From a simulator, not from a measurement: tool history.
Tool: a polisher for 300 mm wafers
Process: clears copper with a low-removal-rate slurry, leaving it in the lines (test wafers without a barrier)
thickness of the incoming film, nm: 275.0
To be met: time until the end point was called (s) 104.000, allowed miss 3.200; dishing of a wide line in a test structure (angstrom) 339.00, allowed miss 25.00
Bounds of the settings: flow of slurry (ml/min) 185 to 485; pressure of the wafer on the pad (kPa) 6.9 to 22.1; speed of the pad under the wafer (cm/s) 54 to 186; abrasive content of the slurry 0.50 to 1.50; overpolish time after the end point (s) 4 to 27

| run | hour | flow of slurry (ml/min) | pressure of the wafer on the pad (kPa) | speed of the pad under the wafer (cm/s) | abrasive content of the slurry | overpolish time after the end point (s) | time until the end point was called (s) | dishing of a wide line in a test structure (angstrom) |
|---|---|---|---|---|---|---|---|---|
| 1 | 0.0 | 310 | 14.5 | 118 | 1.00 | 14 | 113.080 | 203.21 |
| 2 | 7.6 | 310 | 14.5 | 118 | 1.00 | 16 | 112.720 | 226.36 |
| 3 | 8.3 | 310 | 14.5 | 118 | 0.85 | 16 | 117.510 | 226.66 |
| 4 | 12.0 | 310 | 11.7 | 118 | 0.85 | 16 | 144.610 | 196.84 |
| 5 | 12.6 | 310 | 13.1 | 118 | 0.85 | 17 | 131.550 | 227.82 |
| 6 | 14.3 | 310 | 13.8 | 118 | 0.85 | 18 | 123.250 | 238.07 |
| 7 | 19.5 | 310 | 14.5 | 118 | 0.85 | 19 | 117.550 | 267.03 |
| 8 | 24.6 | 310 | 15.2 | 118 | 0.85 | 20 | 113.750 | 283.47 |

Which of these 4 next moves meets every target?
| A | 29.7 | 355 | 13.1 | 150 | 0.80 | 15 | ? | ? |
| B | 29.7 | 290 | 15.9 | 128 | 0.70 | 23 | ? | ? |
| C | 29.7 | 325 | 15.9 | 112 | 1.15 | 15 | ? | ? |
| D | 29.7 | 265 | 17.9 | 116 | 0.90 | 14 | ? | ? |

| move | time until the end point was called (s) | dishing of a wide line in a test structure (angstrom) |
|---|---|---|
| A | 103.130 | 237.02 |
| B | 105.180 | 331.70 |
| C | 105.210 | 235.57 |
| D | 97.688 | 238.00 |
A: brings the result that was furthest off to its target, and leaves another outside
B: meets every target
C: brings the result that was furthest off to its target, and leaves another outside
D: takes the result that was furthest off past its target
Answer: B

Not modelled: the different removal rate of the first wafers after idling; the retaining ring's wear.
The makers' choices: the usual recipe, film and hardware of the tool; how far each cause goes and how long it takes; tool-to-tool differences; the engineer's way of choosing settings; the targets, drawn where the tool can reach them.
